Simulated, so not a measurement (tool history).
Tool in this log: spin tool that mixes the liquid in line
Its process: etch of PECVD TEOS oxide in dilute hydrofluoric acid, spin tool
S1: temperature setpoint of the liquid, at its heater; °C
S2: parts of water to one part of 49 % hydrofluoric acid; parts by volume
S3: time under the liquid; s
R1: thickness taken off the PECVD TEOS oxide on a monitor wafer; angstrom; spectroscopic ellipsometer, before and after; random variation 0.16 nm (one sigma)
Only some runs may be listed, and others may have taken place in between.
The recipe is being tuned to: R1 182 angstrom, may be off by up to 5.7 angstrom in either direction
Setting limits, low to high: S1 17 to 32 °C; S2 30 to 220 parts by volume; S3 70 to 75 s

run	hour	S1	S2	S3	R1
1	0	24	125	70	119.45
2	5	25.5	120	70	135.56
3	8.9	27	120	70	144
4	9.8	28	120	70	150.75
5	18.1	26.5	120	70	141.47
6	20.1	27.5	120	70	146.36
7	22.4	28.5	120	70	149.06
8	24.2	28.5	120	70	151.6
9	27.9	29	120	70	154.75

Exactly one of the 4 candidate moves below puts every result within its allowed miss. Which one?
A	31.6	29	95	70	?
B	31.6	28	100	75	?
C	31.6	30	115	75	?
D	31.6	31	110	75	?

move	R1
A	199.77
B	194.4
C	178.55
D	195.05
A: pushes the last run's worst result past its target
B: pushes the last run's worst result past its target
C: all results in spec
D: pushes the last run's worst result past its target
Go with C: it meets all targets.
